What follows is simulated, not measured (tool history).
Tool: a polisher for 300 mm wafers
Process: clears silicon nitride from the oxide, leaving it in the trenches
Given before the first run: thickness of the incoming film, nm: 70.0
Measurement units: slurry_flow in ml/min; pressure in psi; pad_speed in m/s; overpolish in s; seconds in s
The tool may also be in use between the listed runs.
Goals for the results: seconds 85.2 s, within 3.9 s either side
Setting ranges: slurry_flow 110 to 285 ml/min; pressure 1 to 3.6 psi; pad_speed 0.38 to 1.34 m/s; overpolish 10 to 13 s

Run 1, hour 0: slurry_flow 180 ml/min, pressure 2.3 psi, pad_speed 0.86 m/s, overpolish 13 s. Result: seconds 112.91 s.
Run 2, hour 4.3: slurry_flow 180 ml/min, pressure 2.5 psi, pad_speed 0.86 m/s, overpolish 13 s. Result: seconds 104.18 s.
Run 3, hour 10: slurry_flow 180 ml/min, pressure 2.5 psi, pad_speed 0.76 m/s, overpolish 13 s. Result: seconds 120.12 s.
Run 4, hour 17.9: slurry_flow 180 ml/min, pressure 2.7 psi, pad_speed 0.76 m/s, overpolish 13 s. Result: seconds 111.53 s.
Run 5, hour 25.2: slurry_flow 180 ml/min, pressure 2.9 psi, pad_speed 0.76 m/s, overpolish 13 s. Result: seconds 103.96 s.
Run 6, hour 27.1: slurry_flow 180 ml/min, pressure 3 psi, pad_speed 0.76 m/s, overpolish 13 s. Result: seconds 101.98 s.
Run 7, hour 31.4: slurry_flow 180 ml/min, pressure 3.1 psi, pad_speed 0.76 m/s, overpolish 13 s. Result: seconds 98.473 s.
Run 8, hour 32.8: slurry_flow 180 ml/min, pressure 3.2 psi, pad_speed 0.76 m/s, overpolish 13 s. Result: seconds 93.653 s.
Run 9, hour 37.8: slurry_flow 180 ml/min, pressure 3.3 psi, pad_speed 0.76 m/s, overpolish 13 s. Result: seconds 90.924 s.

Below are 5 possible settings for the next run. Only one of them brings all results inside the allowed miss of their targets. Which is it?
Run A, hour 42.8: slurry_flow 195 ml/min, pressure 3.5 psi, pad_speed 0.82 m/s, overpolish 13 s. Result: seconds ?.
Run B, hour 42.8: slurry_flow 190 ml/min, pressure 3.6 psi, pad_speed 0.64 m/s, overpolish 10 s. Result: seconds ?.
Run C, hour 42.8: slurry_flow 175 ml/min, pressure 3.5 psi, pad_speed 0.76 m/s, overpolish 10 s. Result: seconds ?.
Run D, hour 42.8: slurry_flow 190 ml/min, pressure 3.2 psi, pad_speed 0.7 m/s, overpolish 13 s. Result: seconds ?.
Run E, hour 42.8: slurry_flow 165 ml/min, pressure 3.1 psi, pad_speed 0.8 m/s, overpolish 13 s. Result: seconds ?.

move  seconds
   A    78.77
   B   97.682
   C    86.18
   D   100.57
   E   93.259
A: moves the result that the last run missed by most past its target, out the other side
B: misses by more than the last run did
C: meets every target
D: misses by more than the last run did
E: misses by more than the last run did
So the answer is move C, the one that meets all the targets.
